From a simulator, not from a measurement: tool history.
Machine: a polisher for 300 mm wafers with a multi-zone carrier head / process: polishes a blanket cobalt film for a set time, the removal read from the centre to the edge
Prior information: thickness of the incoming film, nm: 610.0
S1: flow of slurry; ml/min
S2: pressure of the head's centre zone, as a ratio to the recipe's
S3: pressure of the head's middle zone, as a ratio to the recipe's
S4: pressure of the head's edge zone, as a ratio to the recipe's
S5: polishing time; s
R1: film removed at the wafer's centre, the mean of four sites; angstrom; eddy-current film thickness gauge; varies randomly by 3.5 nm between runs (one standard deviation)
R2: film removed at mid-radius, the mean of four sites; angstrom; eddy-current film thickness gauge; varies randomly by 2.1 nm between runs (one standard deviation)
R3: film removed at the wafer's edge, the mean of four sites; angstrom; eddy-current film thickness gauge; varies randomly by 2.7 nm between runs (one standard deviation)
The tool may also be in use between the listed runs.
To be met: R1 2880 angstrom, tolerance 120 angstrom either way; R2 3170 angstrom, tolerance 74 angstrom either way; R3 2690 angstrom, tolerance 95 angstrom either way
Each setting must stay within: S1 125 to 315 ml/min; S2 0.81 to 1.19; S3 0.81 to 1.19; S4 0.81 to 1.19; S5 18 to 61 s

run	hour	S1	S2	S3	S4	S5	R1	R2	R3
1	0	205	1	1	1	39	2526.4	2511.5	2468.4
2	7.2	205	1	0.95	1	39	2484.4	2376.3	2472.6
3	11.2	210	1	0.97	1.01	39	2517.2	2416	2507.9
4	13.2	215	1	0.99	1.01	39	2561.4	2512.5	2508.3
5	15.9	215	1	0.99	1.01	35	2255.3	2206.1	2251.6
6	17	215	1	0.95	1.01	35	2266.9	2152	2289.2
7	20.6	220	1	0.97	1.02	36	2329.3	2228	2348
8	27.3	225	1	0.99	1.02	37	2435.1	2353.4	2393.2
9	33.8	225	1	0.99	1.02	37	2401.3	2354.1	2369.9
10	41.1	225	1	1.01	1.03	38	2437.3	2470.2	2469.7
11	44.4	230	1.01	1.03	1.03	38	2503.9	2531.2	2503.1
12	50.6	235	1.02	1.05	1.03	38	2534.3	2551.6	2527.7
13	59.5	235	1.02	1.07	1.02	38	2561.4	2583.9	2464
14	60.2	235	1.02	1.08	1.02	38	2517.8	2572.3	2488.1
15	68	235	1.02	1.09	1.01	39	2580.9	2688.4	2521.2
16	76.5	235	1.02	1.1	1.01	39	2662.3	2704.5	2519.4
17	80.2	235	1.02	1.11	1.01	39	2653.4	2733.7	2516.6

4 candidate next runs follow, results not yet known. Just one meets every target within its allowed miss. Identify it.
A	83.9	190	1.02	1.19	0.95	44	?	?	?
B	83.9	215	0.91	1.19	1.08	45	?	?	?
C	83.9	240	1.12	1.04	1.06	45	?	?	?
D	83.9	260	1.11	1.09	0.99	44	?	?	?

move	R1	R2	R3
A	2843.5	3162.9	2682.7
B	2632.7	3281.6	2935.5
C	3284.3	2976.7	2941.5
D	3211.8	3046	2804.6
A: all results in spec
B: the result that was furthest off in the last run now lies on the other side of its target
C: closer than the last run, but not yet in spec
D: closer than the last run, but not yet in spec
Move A is the one to make.

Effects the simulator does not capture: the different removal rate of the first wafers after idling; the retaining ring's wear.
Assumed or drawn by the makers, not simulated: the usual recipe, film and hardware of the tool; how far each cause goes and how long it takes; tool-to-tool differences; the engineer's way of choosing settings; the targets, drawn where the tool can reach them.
